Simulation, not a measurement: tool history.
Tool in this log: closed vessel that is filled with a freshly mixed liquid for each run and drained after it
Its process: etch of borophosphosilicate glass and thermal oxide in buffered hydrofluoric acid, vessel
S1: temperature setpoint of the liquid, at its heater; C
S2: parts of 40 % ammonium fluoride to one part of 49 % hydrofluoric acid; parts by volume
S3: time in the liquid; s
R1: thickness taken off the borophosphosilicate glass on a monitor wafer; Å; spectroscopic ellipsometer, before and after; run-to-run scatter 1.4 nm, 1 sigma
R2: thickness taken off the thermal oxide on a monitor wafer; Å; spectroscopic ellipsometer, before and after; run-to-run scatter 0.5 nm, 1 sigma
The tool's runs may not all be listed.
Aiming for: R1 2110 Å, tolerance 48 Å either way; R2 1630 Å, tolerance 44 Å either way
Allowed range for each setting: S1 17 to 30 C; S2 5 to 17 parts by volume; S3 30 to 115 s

Run 1, hour 0: S1 22 C, S2 10.5 parts by volume, S3 60 s. Result: R1 800.27 Å, R2 620.47 Å.
Run 2, hour 3: S1 22 C, S2 10.5 parts by volume, S3 50 s. Result: R1 666.23 Å, R2 514.31 Å.
Run 3, hour 4: S1 24 C, S2 9 parts by volume, S3 55 s. Result: R1 919.95 Å, R2 706.95 Å.
Run 4, hour 11.8: S1 25.5 C, S2 9 parts by volume, S3 55 s. Result: R1 990.63 Å, R2 764.23 Å.
Run 5, hour 19.7: S1 25.5 C, S2 10.5 parts by volume, S3 55 s. Result: R1 874.13 Å, R2 684.14 Å.
Run 6, hour 28: S1 26.5 C, S2 9 parts by volume, S3 60 s. Result: R1 1144.6 Å, R2 885.49 Å.
Run 7, hour 35: S1 27.5 C, S2 8 parts by volume, S3 60 s. Result: R1 1357.6 Å, R2 1062.7 Å.
Run 8, hour 36: S1 28 C, S2 7 parts by volume, S3 60 s. Result: R1 1626.7 Å, R2 1257.8 Å.
Run 9, hour 42.4: S1 30 C, S2 5.5 parts by volume, S3 60 s. Result: R1 2224.6 Å, R2 1714.3 Å.
Run 10, hour 47.7: S1 29.5 C, S2 5.5 parts by volume, S3 60 s. Result: R1 2148.6 Å, R2 1670.7 Å.

Pick the move, out of 4, that brings all results within their allowed miss; only one does.
Run A, hour 53: S1 28.5 C, S2 5.5 parts by volume, S3 65 s. Result: R1 ?, R2 ?.
Run B, hour 53: S1 27 C, S2 5 parts by volume, S3 65 s. Result: R1 ?, R2 ?.
Run C, hour 53: S1 26 C, S2 5 parts by volume, S3 65 s. Result: R1 ?, R2 ?.
Run D, hour 53: S1 30 C, S2 5.5 parts by volume, S3 60 s. Result: R1 ?, R2 ?.

move      R1      R2
   A  2216.7  1718.4
   B  2226.8  1719.8
   C  2112.6  1630.3
   D  2211.6  1716.3
A: lands further from the targets than the last run did
B: lands further from the targets than the last run did
C: hits every target within its allowed miss
D: lands further from the targets than the last run did
C is the move that brings every result within its allowed miss.
